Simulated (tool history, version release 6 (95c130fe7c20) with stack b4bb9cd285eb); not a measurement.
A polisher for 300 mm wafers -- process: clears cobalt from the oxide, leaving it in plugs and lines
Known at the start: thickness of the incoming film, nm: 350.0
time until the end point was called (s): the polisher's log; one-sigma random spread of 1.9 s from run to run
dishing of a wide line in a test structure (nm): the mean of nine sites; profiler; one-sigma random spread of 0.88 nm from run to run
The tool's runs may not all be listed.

run,day,flow of slurry (ml/min),pressure of the wafer on the pad (psi),speed of the pad under the wafer (m/s),overpolish time after the end point (s),time until the end point was called (s),dishing of a wide line in a test structure (nm)
1,0.000,285,1.5,1.16,27,70.321,62.830
2,0.138,285,1.5,0.98,27,82.525,58.635
3,0.462,355,1.5,0.98,27,81.848,57.496
4,0.617,355,1.2,0.98,27,99.350,53.433
5,0.925,290,1.2,0.98,27,103.810,51.970
6,0.962,290,1.1,0.98,27,110.180,50.957

What does the tool deliver on the next run?
7,1.212,290,1.0,0.98,27,?,?

Run 7 produced time until the end point was called (s) 120.060, dishing of a wide line in a test structure (nm) 46.690.
